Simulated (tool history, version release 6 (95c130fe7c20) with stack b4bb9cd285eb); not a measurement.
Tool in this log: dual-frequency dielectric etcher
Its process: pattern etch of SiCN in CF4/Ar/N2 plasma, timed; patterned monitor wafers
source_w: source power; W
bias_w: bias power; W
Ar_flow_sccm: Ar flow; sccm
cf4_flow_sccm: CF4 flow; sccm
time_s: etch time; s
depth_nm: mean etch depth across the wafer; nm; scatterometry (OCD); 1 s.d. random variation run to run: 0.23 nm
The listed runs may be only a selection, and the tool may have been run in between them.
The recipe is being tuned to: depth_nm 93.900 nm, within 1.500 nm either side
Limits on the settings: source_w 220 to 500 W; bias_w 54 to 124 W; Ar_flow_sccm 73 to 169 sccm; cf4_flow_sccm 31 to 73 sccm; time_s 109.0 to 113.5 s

run,hour,source_w,bias_w,Ar_flow_sccm,cf4_flow_sccm,time_s,depth_nm
1,0.0,360,89,121,52,109.0,74.716
2,5.0,370,89,121,52,109.0,76.823
3,11.7,380,89,121,52,109.0,78.758
4,14.1,380,77,121,52,109.0,73.283
5,18.7,400,77,121,52,109.0,76.688
6,23.0,400,77,134,52,109.0,74.728
7,25.6,470,78,134,52,109.0,87.955
8,32.8,490,78,134,52,109.0,91.902

Of the 4 settings listed for the next run, only one would bring every result within its allowed miss of target. Which one?
A,40.0,490,82,149,52,111.5,?
B,40.0,420,91,132,48,111.0,?
C,40.0,460,89,149,45,111.0,?
D,40.0,500,69,128,53,111.5,?

move,depth_nm
A,94.070
B,87.069
C,90.704
D,90.939
A: all results in spec
B: its largest miss is bigger than the last run's
C: its largest miss is bigger than the last run's
D: its largest miss is bigger than the last run's
Go with A: it meets all targets.

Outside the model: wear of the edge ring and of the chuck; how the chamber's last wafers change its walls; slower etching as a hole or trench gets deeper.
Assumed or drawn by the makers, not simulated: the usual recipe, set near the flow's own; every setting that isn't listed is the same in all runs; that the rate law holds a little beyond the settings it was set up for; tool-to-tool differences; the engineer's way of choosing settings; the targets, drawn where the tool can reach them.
